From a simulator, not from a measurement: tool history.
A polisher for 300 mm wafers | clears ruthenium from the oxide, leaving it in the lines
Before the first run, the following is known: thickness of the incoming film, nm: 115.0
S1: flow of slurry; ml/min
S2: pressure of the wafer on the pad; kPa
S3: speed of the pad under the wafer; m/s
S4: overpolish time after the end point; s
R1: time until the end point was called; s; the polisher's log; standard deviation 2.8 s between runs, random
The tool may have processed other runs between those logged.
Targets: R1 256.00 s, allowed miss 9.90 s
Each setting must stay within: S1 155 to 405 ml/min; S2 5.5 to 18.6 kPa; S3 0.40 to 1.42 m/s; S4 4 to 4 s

run  hour   S1    S2    S3  S4      R1
  1   0.0  260  11.7  0.90   4  154.03
  2   5.2  260  11.7  0.90   4  150.96
  3   8.4  260  10.3  0.90   4  176.30
  4  15.8  260  12.4  0.90   4  145.39
  5  20.6  260  12.4  0.98   4  133.73
  6  22.0  260  10.3  0.96   4  163.49
  7  25.8  260   9.0  0.96   4  186.95
  8  30.9  260   8.3  0.96   4  205.51
  9  32.8  260   7.6  0.96   4  218.20
 10  41.4  260   5.5  0.96   4  294.69

Below are 4 possible settings for the next run. Only one of them brings all results inside the allowed miss of their targets. Which is it?
  A  50.0  405  6.2  0.84   4   ?
  B  50.0  210  5.5  0.84   4   ?
  C  50.0  295  6.9  0.90   4   ?
  D  50.0  205  6.2  0.92   4   ?

move      R1
   A  294.41
   B  351.77
   C  255.83
   D  289.30
A: no better and no worse than the last run
B: further off than the last run
C: all results in spec
D: nearer the targets than the last run, but a result is still out of spec
The move that meets every target is C.
